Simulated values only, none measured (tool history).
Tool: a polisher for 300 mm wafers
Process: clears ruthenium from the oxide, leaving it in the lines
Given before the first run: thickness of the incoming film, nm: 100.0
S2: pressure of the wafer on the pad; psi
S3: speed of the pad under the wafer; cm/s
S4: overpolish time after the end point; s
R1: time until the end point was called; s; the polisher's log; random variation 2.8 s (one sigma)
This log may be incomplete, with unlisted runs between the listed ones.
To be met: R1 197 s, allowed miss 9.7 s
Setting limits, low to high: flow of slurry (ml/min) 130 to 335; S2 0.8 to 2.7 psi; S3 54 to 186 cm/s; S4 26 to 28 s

{"run": 1, "day": 0.0, "flow of slurry (ml/min)": 215, "S2": 1.7, "S3": 118, "S4": 26, "R1": 101.67}
{"run": 2, "day": 0.158, "flow of slurry (ml/min)": 215, "S2": 1.7, "S3": 118, "S4": 26, "R1": 100.43}
{"run": 3, "day": 0.196, "flow of slurry (ml/min)": 215, "S2": 1.5, "S3": 114, "S4": 26, "R1": 117.96}
{"run": 4, "day": 0.562, "flow of slurry (ml/min)": 215, "S2": 1.3, "S3": 112, "S4": 26, "R1": 137.74}
{"run": 5, "day": 0.704, "flow of slurry (ml/min)": 215, "S2": 1.3, "S3": 112, "S4": 28, "R1": 134.96}
{"run": 6, "day": 1.071, "flow of slurry (ml/min)": 215, "S2": 1.2, "S3": 110, "S4": 28, "R1": 148.59}
{"run": 7, "day": 1.438, "flow of slurry (ml/min)": 215, "S2": 1.1, "S3": 110, "S4": 28, "R1": 159.2}
{"run": 8, "day": 1.717, "flow of slurry (ml/min)": 215, "S2": 1, "S3": 110, "S4": 28, "R1": 178.3}

5 next moves are on the table. One of them brings every result within its allowed miss. Which?
{"run": "A", "day": 1.996, "flow of slurry (ml/min)": 220, "S2": 0.8, "S3": 112, "S4": 28, "R1": "?"}
{"run": "B", "day": 1.996, "flow of slurry (ml/min)": 225, "S2": 1.1, "S3": 102, "S4": 26, "R1": "?"}
{"run": "C", "day": 1.996, "flow of slurry (ml/min)": 185, "S2": 1, "S3": 96, "S4": 28, "R1": "?"}
{"run": "D", "day": 1.996, "flow of slurry (ml/min)": 190, "S2": 0.8, "S3": 106, "S4": 26, "R1": "?"}
{"run": "E", "day": 1.996, "flow of slurry (ml/min)": 185, "S2": 0.8, "S3": 108, "S4": 28, "R1": "?"}

move=A R1=215.27
move=B R1=170.51
move=C R1=201.01
move=D R1=229.36
move=E R1=227.07
A: moves the result that the last run missed by most past its target, out the other side
B: its largest miss is bigger than the last run's
C: in spec on every target
D: moves the result that the last run missed by most past its target, out the other side
E: moves the result that the last run missed by most past its target, out the other side
Go with C: it meets all targets.
